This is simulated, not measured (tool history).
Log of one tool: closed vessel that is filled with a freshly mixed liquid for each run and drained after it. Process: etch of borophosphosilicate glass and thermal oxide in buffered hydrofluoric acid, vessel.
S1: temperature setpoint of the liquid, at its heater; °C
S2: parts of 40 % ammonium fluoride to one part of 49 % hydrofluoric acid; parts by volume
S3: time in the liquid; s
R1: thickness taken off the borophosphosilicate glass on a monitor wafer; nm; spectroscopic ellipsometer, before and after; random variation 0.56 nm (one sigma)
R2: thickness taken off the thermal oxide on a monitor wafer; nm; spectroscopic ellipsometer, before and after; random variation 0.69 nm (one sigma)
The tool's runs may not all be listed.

run  hour    S1   S2  S3      R1      R2
  1   0.0  21.0  9.5  60  66.104  57.318
  2   4.7  21.0  9.5  35  38.403  33.863
  3   8.0  23.5  8.0  35  50.296  43.841
  4  16.2  21.5  8.0  35  45.398  40.860
  5  21.7  23.5  7.0  35  58.894  51.434
  6  27.7  23.5  7.0  45  74.718  67.209

Forecast run 7:
  7  34.2  24.5  7.0  45   ?   ?

R1: 79.033 nm
R2: 71.126 nm

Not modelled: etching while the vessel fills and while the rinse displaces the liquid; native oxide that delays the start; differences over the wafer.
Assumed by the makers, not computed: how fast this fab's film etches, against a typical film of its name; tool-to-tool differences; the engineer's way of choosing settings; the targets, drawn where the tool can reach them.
